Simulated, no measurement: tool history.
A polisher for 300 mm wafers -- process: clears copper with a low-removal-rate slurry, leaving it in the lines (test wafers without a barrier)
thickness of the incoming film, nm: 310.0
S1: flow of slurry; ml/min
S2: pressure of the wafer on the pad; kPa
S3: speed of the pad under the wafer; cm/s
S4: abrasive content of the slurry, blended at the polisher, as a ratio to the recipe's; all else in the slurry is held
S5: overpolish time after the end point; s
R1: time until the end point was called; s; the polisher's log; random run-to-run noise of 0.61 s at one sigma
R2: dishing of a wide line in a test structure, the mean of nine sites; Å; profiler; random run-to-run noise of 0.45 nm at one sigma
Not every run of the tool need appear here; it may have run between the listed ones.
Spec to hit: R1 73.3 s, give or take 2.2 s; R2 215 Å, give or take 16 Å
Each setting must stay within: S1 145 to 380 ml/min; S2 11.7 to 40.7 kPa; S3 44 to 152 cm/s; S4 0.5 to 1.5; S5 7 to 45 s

{"run": 1, "day": 0.0, "S1": 245, "S2": 26.2, "S3": 98, "S4": 1, "S5": 23, "R1": 64.348, "R2": 594.11}
{"run": 2, "day": 0.35, "S1": 245, "S2": 26.2, "S3": 98, "S4": 1.1, "S5": 23, "R1": 62.02, "R2": 608.55}
{"run": 3, "day": 0.683, "S1": 245, "S2": 20, "S3": 98, "S4": 1.1, "S5": 23, "R1": 80.436, "R2": 497.44}
{"run": 4, "day": 0.925, "S1": 245, "S2": 20, "S3": 98, "S4": 1.25, "S5": 23, "R1": 77.304, "R2": 513.87}
{"run": 5, "day": 1.204, "S1": 250, "S2": 20, "S3": 98, "S4": 1.2, "S5": 21, "R1": 78.084, "R2": 465.1}
{"run": 6, "day": 1.242, "S1": 265, "S2": 19.3, "S3": 98, "S4": 1.25, "S5": 19, "R1": 79.033, "R2": 433.19}
{"run": 7, "day": 1.592, "S1": 275, "S2": 19.3, "S3": 98, "S4": 1.25, "S5": 18, "R1": 79.454, "R2": 396.71}
{"run": 8, "day": 1.762, "S1": 285, "S2": 19.3, "S3": 98, "S4": 1.25, "S5": 17, "R1": 79.88, "R2": 387.07}
{"run": 9, "day": 1.988, "S1": 285, "S2": 19.3, "S3": 98, "S4": 1.25, "S5": 17, "R1": 78.041, "R2": 388.21}
{"run": 10, "day": 2.025, "S1": 295, "S2": 16.5, "S3": 110, "S4": 1.25, "S5": 7, "R1": 83.651, "R2": 171.51}

Exactly one of the 4 candidate moves below puts every result within its allowed miss. Which one?
{"run": "A", "day": 2.062, "S1": 305, "S2": 18.6, "S3": 120, "S4": 1.35, "S5": 8, "R1": "?", "R2": "?"}
{"run": "B", "day": 2.062, "S1": 265, "S2": 17.2, "S3": 124, "S4": 1.25, "S5": 8, "R1": "?", "R2": "?"}
{"run": "C", "day": 2.062, "S1": 305, "S2": 15.9, "S3": 94, "S4": 1.15, "S5": 12, "R1": "?", "R2": "?"}
{"run": "D", "day": 2.062, "S1": 210, "S2": 15.9, "S3": 114, "S4": 0.85, "S5": 11, "R1": "?", "R2": "?"}

move=A R1=68.471 R2=227.31
move=B R1=74.177 R2=210.82
move=C R1=101.23 R2=229.17
move=D R1=97.893 R2=218.31
A: pushes the last run's worst result past its target
B: each result inside its tolerance
C: the biggest miss grows against the last run
D: the biggest miss grows against the last run
The move that meets every target is B.

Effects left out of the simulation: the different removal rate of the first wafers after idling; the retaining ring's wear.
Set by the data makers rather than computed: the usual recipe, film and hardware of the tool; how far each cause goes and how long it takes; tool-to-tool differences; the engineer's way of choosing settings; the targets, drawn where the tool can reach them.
